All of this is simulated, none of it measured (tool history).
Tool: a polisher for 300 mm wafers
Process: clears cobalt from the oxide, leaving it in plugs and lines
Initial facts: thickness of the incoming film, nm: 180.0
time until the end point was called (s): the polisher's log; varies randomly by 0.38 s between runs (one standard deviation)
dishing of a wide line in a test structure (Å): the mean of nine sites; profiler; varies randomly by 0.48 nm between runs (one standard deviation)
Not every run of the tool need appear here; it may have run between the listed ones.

run  hour  flow of slurry (ml/min)  pressure of the wafer on the pad (kPa)  speed of the pad under the wafer (cm/s)  overpolish time after the end point (s)  time until the end point was called (s)  dishing of a wide line in a test structure (Å)
  1   0.0                      200                                    13.1                                      128                                       17                                   35.329                                          472.13
  2   5.1                      160                                    13.1                                      128                                       17                                   36.737                                          458.53
  3  10.8                      160                                    12.4                                      128                                       16                                   38.511                                          436.73
  4  11.7                      160                                    12.4                                      142                                       16                                   35.445                                          465.29
  5  14.9                      160                                    12.4                                      124                                       16                                   40.338                                          438.18
  6  16.8                      160                                     9.7                                      124                                       16                                   50.882                                          386.58
     20.0  -- head pressure recalibrated
  7  20.0                      160                                     9.7                                      124                                       16                                   53.060                                          367.91
  8  24.4                      170                                     9.7                                      124                                       15                                   52.623                                          357.62
  9  30.2                      175                                     9.7                                      124                                       15                                   51.998                                          353.41
 10  33.4                      180                                     9.7                                      124                                       15                                   51.030                                          353.60
 11  40.3                      190                                     9.7                                      124                                       15                                   51.259                                          356.07
 12  46.5                      195                                     9.7                                      124                                       15                                   51.207                                          366.36

Run 13 is up next; what results do you expect?
 13  51.1                      200                                     9.7                                      124                                       14                                        ?                                               ?

Run 13 came out at time until the end point was called (s) 50.599, dishing of a wide line in a test structure (Å) 351.97.

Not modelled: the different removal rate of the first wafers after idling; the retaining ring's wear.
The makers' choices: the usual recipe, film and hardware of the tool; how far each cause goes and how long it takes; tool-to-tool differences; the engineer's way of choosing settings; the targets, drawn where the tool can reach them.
